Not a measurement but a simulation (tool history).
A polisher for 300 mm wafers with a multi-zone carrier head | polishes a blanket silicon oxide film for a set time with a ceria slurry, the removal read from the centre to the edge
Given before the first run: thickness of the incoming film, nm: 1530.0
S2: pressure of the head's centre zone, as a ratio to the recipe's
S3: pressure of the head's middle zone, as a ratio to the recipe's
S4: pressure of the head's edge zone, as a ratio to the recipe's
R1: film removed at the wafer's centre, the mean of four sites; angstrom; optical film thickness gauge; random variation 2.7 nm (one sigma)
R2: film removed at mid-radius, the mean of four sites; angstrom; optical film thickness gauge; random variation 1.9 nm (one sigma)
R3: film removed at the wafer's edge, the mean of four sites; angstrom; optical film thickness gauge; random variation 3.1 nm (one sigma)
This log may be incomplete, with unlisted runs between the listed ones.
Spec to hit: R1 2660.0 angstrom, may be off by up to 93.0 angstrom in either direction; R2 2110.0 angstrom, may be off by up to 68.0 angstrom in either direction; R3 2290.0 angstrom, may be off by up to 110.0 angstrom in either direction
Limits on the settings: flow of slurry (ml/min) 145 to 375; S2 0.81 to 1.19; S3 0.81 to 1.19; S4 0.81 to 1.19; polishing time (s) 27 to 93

{"run": 1, "hour": 0.0, "flow of slurry (ml/min)": 240, "S2": 1.0, "S3": 1.0, "S4": 1.0, "polishing time (s)": 59, "R1": 2725.9, "R2": 2717.2, "R3": 2647.3}
{"run": 2, "hour": 4.8, "flow of slurry (ml/min)": 275, "S2": 1.0, "S3": 1.0, "S4": 1.0, "polishing time (s)": 59, "R1": 2715.8, "R2": 2727.7, "R3": 2728.7}
{"run": 3, "hour": 12.1, "flow of slurry (ml/min)": 275, "S2": 1.0, "S3": 1.0, "S4": 1.0, "polishing time (s)": 66, "R1": 3074.2, "R2": 3042.5, "R3": 3031.7}
{"run": 4, "hour": 21.2, "flow of slurry (ml/min)": 265, "S2": 1.02, "S3": 0.97, "S4": 0.98, "polishing time (s)": 63, "R1": 2961.0, "R2": 2880.2, "R3": 2872.0}
{"run": 5, "hour": 28.2, "flow of slurry (ml/min)": 290, "S2": 1.02, "S3": 0.97, "S4": 0.98, "polishing time (s)": 63, "R1": 3044.8, "R2": 2826.9, "R3": 2917.0}
{"run": 6, "hour": 35.8, "flow of slurry (ml/min)": 290, "S2": 1.03, "S3": 0.95, "S4": 0.96, "polishing time (s)": 60, "R1": 2852.8, "R2": 2652.8, "R3": 2716.5}
{"run": 7, "hour": 44.2, "flow of slurry (ml/min)": 290, "S2": 1.05, "S3": 0.93, "S4": 0.95, "polishing time (s)": 58, "R1": 2837.0, "R2": 2576.2, "R3": 2627.1}
{"run": 8, "hour": 44.9, "flow of slurry (ml/min)": 295, "S2": 1.07, "S3": 0.91, "S4": 0.95, "polishing time (s)": 56, "R1": 2812.8, "R2": 2440.6, "R3": 2548.4}
{"run": 9, "hour": 46.9, "flow of slurry (ml/min)": 240, "S2": 1.08, "S3": 0.81, "S4": 0.85, "polishing time (s)": 53, "R1": 2574.7, "R2": 2022.3, "R3": 2283.6}

Exercise: of the 4 proposed moves below, exactly one satisfies all targets within the stated allowed misses. Which move is it?
{"run": "A", "hour": 48.9, "flow of slurry (ml/min)": 225, "S2": 0.93, "S3": 0.81, "S4": 0.98, "polishing time (s)": 56, "R1": "?", "R2": "?", "R3": "?"}
{"run": "B", "hour": 48.9, "flow of slurry (ml/min)": 245, "S2": 1.02, "S3": 0.86, "S4": 0.91, "polishing time (s)": 52, "R1": "?", "R2": "?", "R3": "?"}
{"run": "C", "hour": 48.9, "flow of slurry (ml/min)": 230, "S2": 1.17, "S3": 0.88, "S4": 0.94, "polishing time (s)": 52, "R1": "?", "R2": "?", "R3": "?"}
{"run": "D", "hour": 48.9, "flow of slurry (ml/min)": 225, "S2": 1.06, "S3": 0.81, "S4": 0.97, "polishing time (s)": 51, "R1": "?", "R2": "?", "R3": "?"}

move=A R1=2423.7 R2=2134.1 R3=2522.0
move=B R1=2455.5 R2=2100.9 R3=2276.8
move=C R1=2733.9 R2=2124.4 R3=2298.4
move=D R1=2459.2 R2=1942.5 R3=2285.6
A: corrects the largest miss of the last run, while another result sits out of spec
B: corrects the largest miss of the last run, while another result sits out of spec
C: in spec on every target
D: misses by more than the last run did
C meets every target.

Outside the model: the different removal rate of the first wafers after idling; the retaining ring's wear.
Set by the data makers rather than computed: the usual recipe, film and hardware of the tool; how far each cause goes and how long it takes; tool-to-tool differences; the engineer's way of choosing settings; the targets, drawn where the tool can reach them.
